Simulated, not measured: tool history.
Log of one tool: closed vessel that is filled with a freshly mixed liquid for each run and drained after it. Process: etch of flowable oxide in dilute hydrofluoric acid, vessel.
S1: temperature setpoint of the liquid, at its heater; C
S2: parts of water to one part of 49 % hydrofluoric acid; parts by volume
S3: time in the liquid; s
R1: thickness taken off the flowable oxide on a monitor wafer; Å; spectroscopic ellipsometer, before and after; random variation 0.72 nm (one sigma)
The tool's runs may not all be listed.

| run | day | S1 | S2 | S3 | R1 |
|---|---|---|---|---|---|
| 1 | 0.000 | 26.0 | 245 | 655 | 1048.50 |
| 2 | 0.179 | 29.0 | 245 | 655 | 1170.20 |
| 3 | 0.438 | 26.0 | 255 | 655 | 994.09 |
| 4 | 0.558 | 26.0 | 255 | 695 | 1067.90 |
| 5 | 0.796 | 23.5 | 260 | 695 | 926.95 |
| 6 | 0.858 | 22.0 | 260 | 695 | 887.97 |

Run 7 comes next. What will it give?
| 7 | 1.025 | 21.0 | 265 | 695 | ? |

{"run 7": {"R1": 824.13}}
